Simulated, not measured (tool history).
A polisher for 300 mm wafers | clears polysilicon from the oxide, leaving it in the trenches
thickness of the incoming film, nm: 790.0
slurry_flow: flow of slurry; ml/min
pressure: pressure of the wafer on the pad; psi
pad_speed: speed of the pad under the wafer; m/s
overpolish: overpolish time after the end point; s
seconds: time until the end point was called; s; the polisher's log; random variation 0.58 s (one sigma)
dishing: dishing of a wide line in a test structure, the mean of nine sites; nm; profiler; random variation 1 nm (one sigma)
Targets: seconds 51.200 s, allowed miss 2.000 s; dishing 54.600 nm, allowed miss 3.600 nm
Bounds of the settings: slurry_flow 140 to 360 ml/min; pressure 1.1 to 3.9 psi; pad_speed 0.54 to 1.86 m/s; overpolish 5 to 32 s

run 1 hour=0.0 | slurry_flow=230 pressure=2.5 pad_speed=1.18 overpolish=16 | seconds=53.566 dishing=74.511
run 2 hour=6.1 | slurry_flow=230 pressure=2.5 pad_speed=1.18 overpolish=12 | seconds=53.514 dishing=70.121
run 3 hour=13.1 | slurry_flow=230 pressure=2.5 pad_speed=1.18 overpolish=17 | seconds=53.576 dishing=74.545
run 4 hour=14.6 | slurry_flow=230 pressure=2.8 pad_speed=1.18 overpolish=17 | seconds=47.493 dishing=77.910
run 5 hour=17.7 | slurry_flow=230 pressure=2.6 pad_speed=1.22 overpolish=13 | seconds=49.409 dishing=70.996
run 6 hour=22.4 | slurry_flow=230 pressure=2.6 pad_speed=0.96 overpolish=13 | seconds=64.289 dishing=65.018
run 7 hour=23.2 | slurry_flow=255 pressure=2.9 pad_speed=0.90 overpolish=10 | seconds=59.691 dishing=60.621
run 8 hour=28.5 | slurry_flow=320 pressure=3.3 pad_speed=0.88 overpolish=5 | seconds=52.863 dishing=42.784

5 next moves are on the table. One of them brings every result within its allowed miss. Which?
run A hour=33.8 | slurry_flow=255 pressure=3.0 pad_speed=0.98 overpolish=12 | seconds=? dishing=?
run B hour=33.8 | slurry_flow=330 pressure=2.7 pad_speed=0.98 overpolish=8 | seconds=? dishing=?
run C hour=33.8 | slurry_flow=315 pressure=3.2 pad_speed=0.94 overpolish=7 | seconds=? dishing=?
run D hour=33.8 | slurry_flow=290 pressure=3.5 pad_speed=0.82 overpolish=7 | seconds=? dishing=?
run E hour=33.8 | slurry_flow=290 pressure=3.3 pad_speed=0.88 overpolish=12 | seconds=? dishing=?

move=A seconds=53.859 dishing=65.873
move=B seconds=57.766 dishing=53.499
move=C seconds=51.752 dishing=52.829
move=D seconds=54.766 dishing=51.214
move=E seconds=54.024 dishing=65.805
A: takes the result that was furthest off past its target
B: brings the result that was furthest off to its target, and leaves another outside
C: meets every target
D: brings the result that was furthest off to its target, and leaves another outside
E: takes the result that was furthest off past its target
Answer: C

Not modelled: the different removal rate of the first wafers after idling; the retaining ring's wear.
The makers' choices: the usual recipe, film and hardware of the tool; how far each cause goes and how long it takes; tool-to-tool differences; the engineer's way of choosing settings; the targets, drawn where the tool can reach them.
